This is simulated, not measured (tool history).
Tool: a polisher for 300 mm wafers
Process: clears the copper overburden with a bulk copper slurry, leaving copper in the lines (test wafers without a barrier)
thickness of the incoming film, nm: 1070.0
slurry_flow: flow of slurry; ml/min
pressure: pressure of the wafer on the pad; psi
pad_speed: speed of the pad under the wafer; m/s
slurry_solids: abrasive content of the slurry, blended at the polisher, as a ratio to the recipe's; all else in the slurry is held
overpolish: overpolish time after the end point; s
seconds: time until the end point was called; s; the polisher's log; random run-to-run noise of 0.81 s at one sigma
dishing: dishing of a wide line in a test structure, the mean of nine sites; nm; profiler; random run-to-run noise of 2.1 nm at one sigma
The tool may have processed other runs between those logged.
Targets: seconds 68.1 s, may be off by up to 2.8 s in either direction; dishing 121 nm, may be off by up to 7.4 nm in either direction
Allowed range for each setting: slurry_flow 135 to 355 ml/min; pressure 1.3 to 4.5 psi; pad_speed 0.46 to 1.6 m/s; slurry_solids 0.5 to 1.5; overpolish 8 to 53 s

run 1 hour=0 | slurry_flow=225 pressure=2.9 pad_speed=1.02 slurry_solids=1 overpolish=27 | seconds=120.56 dishing=93.049
run 2 hour=1 | slurry_flow=250 pressure=2.9 pad_speed=1.02 slurry_solids=1 overpolish=27 | seconds=120.1 dishing=91.906
run 3 hour=8.8 | slurry_flow=250 pressure=2.9 pad_speed=1.02 slurry_solids=0.9 overpolish=27 | seconds=125.93 dishing=93.635
run 4 hour=12 | slurry_flow=250 pressure=3.3 pad_speed=1.02 slurry_solids=0.9 overpolish=27 | seconds=109.4 dishing=100.42
run 5 hour=16.1 | slurry_flow=250 pressure=3.3 pad_speed=1.02 slurry_solids=0.9 overpolish=22 | seconds=109.55 dishing=92.165
run 6 hour=23.7 | slurry_flow=250 pressure=3.3 pad_speed=1.02 slurry_solids=0.8 overpolish=22 | seconds=112.72 dishing=91.626
run 7 hour=24.9 | slurry_flow=250 pressure=3.4 pad_speed=1.04 slurry_solids=0.8 overpolish=22 | seconds=106.09 dishing=91.948
run 8 hour=29.4 | slurry_flow=250 pressure=3.5 pad_speed=1.04 slurry_solids=0.8 overpolish=22 | seconds=102.03 dishing=91.575
run 9 hour=34.5 | slurry_flow=250 pressure=3.6 pad_speed=1.04 slurry_solids=0.8 overpolish=23 | seconds=100.88 dishing=98.469
run 10 hour=42.2 | slurry_flow=250 pressure=3.6 pad_speed=1.04 slurry_solids=0.8 overpolish=23 | seconds=100.73 dishing=99.025
run 11 hour=51.1 | slurry_flow=255 pressure=4.4 pad_speed=1.14 slurry_solids=0.8 overpolish=22 | seconds=76.52 dishing=108.38
run 12 hour=58.7 | slurry_flow=255 pressure=4.4 pad_speed=1.14 slurry_solids=0.8 overpolish=22 | seconds=73.984 dishing=114.39
run 13 hour=65 | slurry_flow=255 pressure=4.5 pad_speed=1.18 slurry_solids=0.8 overpolish=23 | seconds=72.796 dishing=115.64
run 14 hour=72.1 | slurry_flow=255 pressure=4.5 pad_speed=1.18 slurry_solids=0.8 overpolish=23 | seconds=70.893 dishing=111.21
run 15 hour=77.9 | slurry_flow=255 pressure=4.5 pad_speed=1.18 slurry_solids=0.8 overpolish=24 | seconds=71.676 dishing=115.87

Which of these 4 next moves meets every target?
run A hour=83.7 | slurry_flow=225 pressure=4.5 pad_speed=1.3 slurry_solids=0.6 overpolish=27 | seconds=? dishing=?
run B hour=83.7 | slurry_flow=280 pressure=4.5 pad_speed=1.22 slurry_solids=0.75 overpolish=18 | seconds=? dishing=?
run C hour=83.7 | slurry_flow=250 pressure=3.8 pad_speed=1.36 slurry_solids=0.8 overpolish=20 | seconds=? dishing=?
run D hour=83.7 | slurry_flow=235 pressure=4.5 pad_speed=1.34 slurry_solids=0.85 overpolish=24 | seconds=? dishing=?

move=A seconds=69.56 dishing=120.62
move=B seconds=70.118 dishing=107.01
move=C seconds=74.371 dishing=106.09
move=D seconds=63.672 dishing=119.87
A: all results in spec
B: gets the furthest-off result to its target, but another result is out of tolerance
C: moves away from the targets compared with the last run
D: takes the biggest miss from the last run beyond its target
Move A is the one to make.
